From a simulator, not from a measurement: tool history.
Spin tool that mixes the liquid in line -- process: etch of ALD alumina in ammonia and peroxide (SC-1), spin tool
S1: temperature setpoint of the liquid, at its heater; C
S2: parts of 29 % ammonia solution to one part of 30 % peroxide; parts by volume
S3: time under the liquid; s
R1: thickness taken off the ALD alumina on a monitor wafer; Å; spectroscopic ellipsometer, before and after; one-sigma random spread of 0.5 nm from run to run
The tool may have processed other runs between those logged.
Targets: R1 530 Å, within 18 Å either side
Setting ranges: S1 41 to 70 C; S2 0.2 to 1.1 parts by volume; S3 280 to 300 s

{"run": 1, "hour": 0.0, "S1": 57, "S2": 0.6, "S3": 280, "R1": 275.87}
{"run": 2, "hour": 8.2, "S1": 57, "S2": 0.6, "S3": 300, "R1": 298.31}
{"run": 3, "hour": 14.7, "S1": 60.5, "S2": 0.6, "S3": 300, "R1": 356.98}
{"run": 4, "hour": 20.4, "S1": 60.5, "S2": 0.6, "S3": 280, "R1": 336.26}
{"run": 5, "hour": 29.4, "S1": 63, "S2": 0.6, "S3": 280, "R1": 384.89}
{"run": 6, "hour": 35.8, "S1": 63, "S2": 0.8, "S3": 280, "R1": 391.21}
{"run": 7, "hour": 37.9, "S1": 64.5, "S2": 0.8, "S3": 280, "R1": 422.95}
{"run": 8, "hour": 46.6, "S1": 65.5, "S2": 0.8, "S3": 280, "R1": 447.38}
{"run": 9, "hour": 49.1, "S1": 66.5, "S2": 0.8, "S3": 280, "R1": 468.28}
{"run": 10, "hour": 49.8, "S1": 67, "S2": 0.8, "S3": 280, "R1": 479.48}
{"run": 11, "hour": 54.8, "S1": 67, "S2": 0.8, "S3": 280, "R1": 476.74}

Which of these 5 next moves meets every target?
{"run": "A", "hour": 59.8, "S1": 68.5, "S2": 0.7, "S3": 290, "R1": "?"}
{"run": "B", "hour": 59.8, "S1": 64.5, "S2": 0.6, "S3": 300, "R1": "?"}
{"run": "C", "hour": 59.8, "S1": 69, "S2": 0.8, "S3": 300, "R1": "?"}
{"run": "D", "hour": 59.8, "S1": 69.5, "S2": 0.8, "S3": 300, "R1": "?"}
{"run": "E", "hour": 59.8, "S1": 69.5, "S2": 0.9, "S3": 300, "R1": "?"}

move=A R1=516.65
move=B R1=432.82
move=C R1=554.47
move=D R1=568
move=E R1=574.32
A: hits every target within its allowed miss
B: lands further from the targets than the last run did
C: pushes the last run's worst result past its target
D: pushes the last run's worst result past its target
E: pushes the last run's worst result past its target
Move A is the one to make.

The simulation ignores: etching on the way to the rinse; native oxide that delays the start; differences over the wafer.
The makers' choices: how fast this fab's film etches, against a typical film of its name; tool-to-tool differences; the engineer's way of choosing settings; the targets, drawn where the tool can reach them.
